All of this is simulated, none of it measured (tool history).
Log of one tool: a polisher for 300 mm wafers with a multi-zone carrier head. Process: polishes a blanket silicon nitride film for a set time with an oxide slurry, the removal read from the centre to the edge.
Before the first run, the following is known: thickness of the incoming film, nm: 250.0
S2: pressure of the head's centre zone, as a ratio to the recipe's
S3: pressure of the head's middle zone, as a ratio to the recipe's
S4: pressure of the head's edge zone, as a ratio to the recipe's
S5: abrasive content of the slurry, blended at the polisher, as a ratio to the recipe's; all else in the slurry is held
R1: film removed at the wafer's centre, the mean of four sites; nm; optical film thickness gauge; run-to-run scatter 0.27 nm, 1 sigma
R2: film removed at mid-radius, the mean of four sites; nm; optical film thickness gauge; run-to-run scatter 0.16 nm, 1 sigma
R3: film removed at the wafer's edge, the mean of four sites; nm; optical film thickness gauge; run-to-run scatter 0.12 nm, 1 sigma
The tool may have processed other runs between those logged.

run 1 day=0.000 | flow_of_slurry_(ml/min)=220 S2=1.00 S3=1.00 S4=1.00 S5=1.00 polishing_time_(s)=36 | R1=22.700 R2=22.392 R3=21.317
run 2 day=0.217 | flow_of_slurry_(ml/min)=210 S2=0.99 S3=0.97 S4=0.97 S5=1.00 polishing_time_(s)=36 | R1=22.277 R2=21.944 R3=20.791
run 3 day=0.483 | flow_of_slurry_(ml/min)=210 S2=0.99 S3=1.05 S4=0.97 S5=1.00 polishing_time_(s)=36 | R1=22.336 R2=23.206 R3=20.310
run 4 day=0.608 | flow_of_slurry_(ml/min)=200 S2=0.98 S3=1.01 S4=0.96 S5=0.95 polishing_time_(s)=36 | R1=21.468 R2=21.844 R3=19.944
run 5 day=0.688 | flow_of_slurry_(ml/min)=200 S2=0.90 S3=1.01 S4=0.96 S5=0.95 polishing_time_(s)=36 | R1=19.005 R2=21.915 R3=19.922
run 6 day=0.904 | flow_of_slurry_(ml/min)=190 S2=0.92 S3=0.98 S4=0.95 S5=0.95 polishing_time_(s)=36 | R1=19.694 R2=21.276 R3=19.659

The next listed run, before its measurement:
run 7 day=1.117 | flow_of_slurry_(ml/min)=180 S2=0.93 S3=0.96 S4=0.95 S5=0.95 polishing_time_(s)=36 | R1=? R2=? R3=?

Run 7 gave R1 19.451 nm, R2 20.615 nm, R3 19.701 nm.
